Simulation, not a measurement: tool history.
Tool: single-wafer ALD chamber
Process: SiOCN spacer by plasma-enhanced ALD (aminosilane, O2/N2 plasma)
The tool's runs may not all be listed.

| run | hour | heater temperature setpoint (K) | number of ALD cycles (cycles) | mean film thickness on the monitor wafer (Å) |
|---|---|---|---|---|
| 1 | 0.0 | 648.15 | 95 | 62.102 |
| 2 | 6.8 | 654.15 | 95 | 62.334 |
| 3 | 13.0 | 662.15 | 95 | 61.699 |
| 4 | 19.3 | 662.15 | 92 | 60.225 |
| 5 | 26.3 | 662.15 | 98 | 64.461 |
| 6 | 33.4 | 662.15 | 95 | 62.282 |
| 7 | 40.3 | 662.15 | 92 | 60.576 |
| 8 | 49.0 | 662.15 | 89 | 58.446 |
| 9 | 55.5 | 662.15 | 86 | 56.521 |
| 10 | 62.3 | 662.15 | 84 | 55.189 |

Run 11 comes next. What will it give?
| 11 | 65.0 | 662.15 | 82 | ? |

mean film thickness on the monitor wafer (Å): 54.075
